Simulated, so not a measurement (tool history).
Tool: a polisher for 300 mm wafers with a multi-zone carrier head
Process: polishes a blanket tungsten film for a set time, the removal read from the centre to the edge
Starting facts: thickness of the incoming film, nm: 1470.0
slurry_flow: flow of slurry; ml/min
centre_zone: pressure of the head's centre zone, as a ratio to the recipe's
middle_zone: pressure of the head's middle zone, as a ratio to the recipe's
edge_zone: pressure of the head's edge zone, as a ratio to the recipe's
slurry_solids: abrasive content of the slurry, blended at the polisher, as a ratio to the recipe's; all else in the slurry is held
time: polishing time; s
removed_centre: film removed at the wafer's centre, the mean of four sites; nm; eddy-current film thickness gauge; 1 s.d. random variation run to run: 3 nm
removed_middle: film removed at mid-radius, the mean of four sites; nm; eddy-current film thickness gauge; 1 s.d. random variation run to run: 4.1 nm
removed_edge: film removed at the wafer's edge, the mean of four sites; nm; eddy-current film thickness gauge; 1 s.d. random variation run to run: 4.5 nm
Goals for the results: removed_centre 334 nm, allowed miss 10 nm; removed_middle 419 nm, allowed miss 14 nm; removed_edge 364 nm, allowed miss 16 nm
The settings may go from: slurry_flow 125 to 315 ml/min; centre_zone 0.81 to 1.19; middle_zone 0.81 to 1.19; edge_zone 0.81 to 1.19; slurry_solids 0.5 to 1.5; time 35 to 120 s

run	hour	slurry_flow	centre_zone	middle_zone	edge_zone	slurry_solids	time	removed_centre	removed_middle	removed_edge
1	0	205	1	1	1	1	77	429.57	443.14	440.75
2	5.8	205	1	1	1	1	96	546.37	548.45	550.79
3	6.3	200	0.96	1.02	0.95	0.85	90	474.58	496.23	483.65
4	11.6	180	0.96	1.02	0.95	0.85	90	464.72	490.04	487.29
5	12.5	195	0.92	1.05	0.92	0.75	85	418.48	465.88	440.44
6	16.8	200	0.89	1.07	0.9	0.65	82	381.85	454.55	397.1
7	20.6	195	0.87	1.06	0.89	0.6	82	369.23	444.03	395.52
8	23.8	190	0.86	1.06	0.87	0.55	81	359.49	429.46	381.49
# hour 31.5: worn pad replaced by a new one
9	31.5	185	0.85	1.06	0.86	0.55	81	368.77	451.02	399.46
10	37.2	200	0.85	1.07	0.89	0.55	81	372.46	454.18	408.65
11	43.5	170	0.82	1.05	0.81	0.5	76	323.72	402.36	352.64

Next run, 5 choices. One meets every target within its allowed miss, the rest don't. Which?
A	49.8	125	0.85	1.09	0.81	0.5	82	?	?	?
B	49.8	180	0.87	1	0.81	0.55	76	?	?	?
C	49.8	150	0.87	1.02	0.82	0.55	75	?	?	?
D	49.8	155	0.81	0.99	0.81	0.55	78	?	?	?
E	49.8	170	0.81	1.09	0.85	0.5	74	?	?	?

move	removed_centre	removed_middle	removed_edge
A	334.46	421.27	362.67
B	352.78	401.18	363.36
C	334	387.94	350.84
D	330.61	396.39	364.98
E	315.26	408.9	352.11
A: every result within its allowed miss
B: the biggest miss grows against the last run
C: the biggest miss grows against the last run
D: the biggest miss grows against the last run
E: corrects the largest miss of the last run, while another result sits out of spec
The right move is A.
